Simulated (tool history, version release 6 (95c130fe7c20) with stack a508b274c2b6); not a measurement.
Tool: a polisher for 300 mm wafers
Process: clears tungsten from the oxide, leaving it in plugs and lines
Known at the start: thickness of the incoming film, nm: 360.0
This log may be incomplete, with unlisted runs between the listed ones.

run	day	flow of slurry (ml/min)	pressure of the wafer on the pad (kPa)	speed of the pad under the wafer (m/s)	abrasive content of the slurry	overpolish time after the end point (s)	time until the end point was called (s)
1	0	280	29.6	1.14	1	39	68.572
2	0.179	280	24.1	1.12	1	39	78.238
3	0.267	280	20.7	1.04	1	39	90.975
4	0.329	210	20.7	1.04	1	39	95.453
5	0.45	210	17.9	1	1	39	104.55
6	0.608	210	17.9	1	1	39	104.2

What will run 7 give?
7	0.8	210	16.5	0.98	1	39	?

Run 7 yielded time until the end point was called (s) 109.37.
